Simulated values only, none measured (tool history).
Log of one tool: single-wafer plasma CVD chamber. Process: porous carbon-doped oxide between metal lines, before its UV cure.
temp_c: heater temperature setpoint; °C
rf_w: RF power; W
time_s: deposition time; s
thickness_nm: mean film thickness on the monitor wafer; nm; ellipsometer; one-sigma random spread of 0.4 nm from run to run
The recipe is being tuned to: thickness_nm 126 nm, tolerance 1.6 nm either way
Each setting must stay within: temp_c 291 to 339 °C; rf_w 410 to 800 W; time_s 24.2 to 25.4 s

run	hour	temp_c	rf_w	time_s	thickness_nm
1	0	315	605	25.4	141.42
2	7.1	321	600	25.4	136.12
3	14.7	325	600	25.4	134
4	16.4	325	600	24.2	128.33
5	22.5	325	640	24.2	134.22
6	26.3	328	640	24.2	132.79
7	31.5	331	640	24.2	130.71
8	39.9	333	640	24.2	129.76
9	42.6	335	640	24.2	128.69
10	50.5	335	640	24.2	128.45
11	56.4	336	640	24.2	128.05
12	61.8	337	640	24.2	128.27

Exactly one of the 5 candidate moves below puts every result within its allowed miss. Which one?
A	67.2	319	600	24.3	?
B	67.2	334	650	24.3	?
C	67.2	339	655	24.4	?
D	67.2	339	640	25.2	?
E	67.2	339	635	24.2	?

move	thickness_nm
A	131.78
B	131.72
C	130.43
D	132.19
E	126.34
A: its largest miss is bigger than the last run's
B: its largest miss is bigger than the last run's
C: its largest miss is bigger than the last run's
D: its largest miss is bigger than the last run's
E: meets every target
Correct choice: E, which meets every target

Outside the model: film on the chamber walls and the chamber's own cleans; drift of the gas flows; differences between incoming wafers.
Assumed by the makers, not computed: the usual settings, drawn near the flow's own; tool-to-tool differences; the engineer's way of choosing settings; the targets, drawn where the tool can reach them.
